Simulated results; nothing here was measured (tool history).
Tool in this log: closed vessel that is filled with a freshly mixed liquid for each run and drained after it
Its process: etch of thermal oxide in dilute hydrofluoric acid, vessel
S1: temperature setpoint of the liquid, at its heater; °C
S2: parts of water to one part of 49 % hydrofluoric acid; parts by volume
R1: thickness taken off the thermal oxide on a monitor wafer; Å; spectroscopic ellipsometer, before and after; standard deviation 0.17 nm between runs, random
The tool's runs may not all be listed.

run 1 hour=0.0 | S1=25.0 S2=45 time_in_the_liquid_(s)=260 | R1=256.13
run 2 hour=7.0 | S1=27.0 S2=45 time_in_the_liquid_(s)=260 | R1=271.75
run 3 hour=9.5 | S1=25.0 S2=45 time_in_the_liquid_(s)=260 | R1=254.61
run 4 hour=13.2 | S1=22.0 S2=45 time_in_the_liquid_(s)=260 | R1=224.06
-- hour=22.3 thermometer replaced
run 5 hour=22.3 | S1=20.0 S2=45 time_in_the_liquid_(s)=260 | R1=226.03
run 6 hour=23.9 | S1=19.5 S2=45 time_in_the_liquid_(s)=260 | R1=218.23

Run 7 comes next. What will it give?
run 7 hour=24.7 | S1=17.0 S2=55 time_in_the_liquid_(s)=260 | R1=?

{"run 7": {"R1": 160.22}}
